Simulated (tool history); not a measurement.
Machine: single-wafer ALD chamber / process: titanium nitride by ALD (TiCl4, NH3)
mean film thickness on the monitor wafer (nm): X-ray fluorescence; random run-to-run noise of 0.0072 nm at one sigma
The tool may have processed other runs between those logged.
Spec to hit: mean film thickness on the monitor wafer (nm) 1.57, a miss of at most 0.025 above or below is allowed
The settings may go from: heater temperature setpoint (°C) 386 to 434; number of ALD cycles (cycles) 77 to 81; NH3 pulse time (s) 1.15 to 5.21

run  hour  heater temperature setpoint (°C)  number of ALD cycles (cycles)  NH3 pulse time (s)  mean film thickness on the monitor wafer (nm)
  1     0                               410                             81                3.18                                         1.6869
  2   5.4                               410                             81                2.32                                          1.673
  3   7.9                               410                             81                1.98                                         1.6604
  4  10.1                               419                             81                1.98                                         1.6523
  5  16.6                               419                             80                1.93                                         1.6382
  6  19.7                               419                             80                1.85                                         1.6505
  7  26.5                               417                             80                1.76                                         1.6422
  8  30.2                               418                             80                1.68                                          1.635
  9  37.9                               418                             80                1.61                                         1.6272
 10  42.4                               418                             80                1.59                                         1.6333
 11  45.6                               418                             80                1.53                                         1.6268
 12  51.7                               418                             80                1.51                                         1.6355
 13  53.8                               419                             80                1.46                                          1.617

Which of these 4 next moves meets every target?
  A  55.9                               411                             80                1.57                                              ?
  B  55.9                               422                             77                 1.4                                              ?
  C  55.9                               415                             81                1.42                                              ?
  D  55.9                               428                             80                1.17                                              ?

move  mean film thickness on the monitor wafer (nm)
   A                                         1.6416
   B                                         1.5802
   C                                         1.6571
   D                                         1.6321
A: moves away from the targets compared with the last run
B: hits every target within its allowed miss
C: moves away from the targets compared with the last run
D: moves away from the targets compared with the last run
So the answer is move B, the one that meets all the targets.
